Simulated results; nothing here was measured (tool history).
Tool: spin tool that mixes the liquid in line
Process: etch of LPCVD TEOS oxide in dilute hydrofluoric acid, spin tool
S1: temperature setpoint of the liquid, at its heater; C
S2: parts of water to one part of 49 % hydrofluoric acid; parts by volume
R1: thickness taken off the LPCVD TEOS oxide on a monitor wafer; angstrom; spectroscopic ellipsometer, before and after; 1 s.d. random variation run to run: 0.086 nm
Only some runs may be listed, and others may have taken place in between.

{"run": 1, "day": 0.0, "S1": 23, "S2": 70, "time under the liquid (s)": 60, "R1": 189.26}
{"run": 2, "day": 0.154, "S1": 24.5, "S2": 70, "time under the liquid (s)": 60, "R1": 200.34}
{"run": 3, "day": 0.379, "S1": 21, "S2": 70, "time under the liquid (s)": 60, "R1": 172.18}
{"run": 4, "day": 0.438, "S1": 21, "S2": 60, "time under the liquid (s)": 60, "R1": 204.92}
{"run": 5, "day": 0.629, "S1": 22, "S2": 60, "time under the liquid (s)": 60, "R1": 214.34}
{"run": 6, "day": 0.817, "S1": 22, "S2": 60, "time under the liquid (s)": 60, "R1": 213.75}

The next listed run, before its measurement:
{"run": 7, "day": 1.071, "S1": 22.5, "S2": 60, "time under the liquid (s)": 60, "R1": "?"}

{"run 7": {"R1": 219.47}}
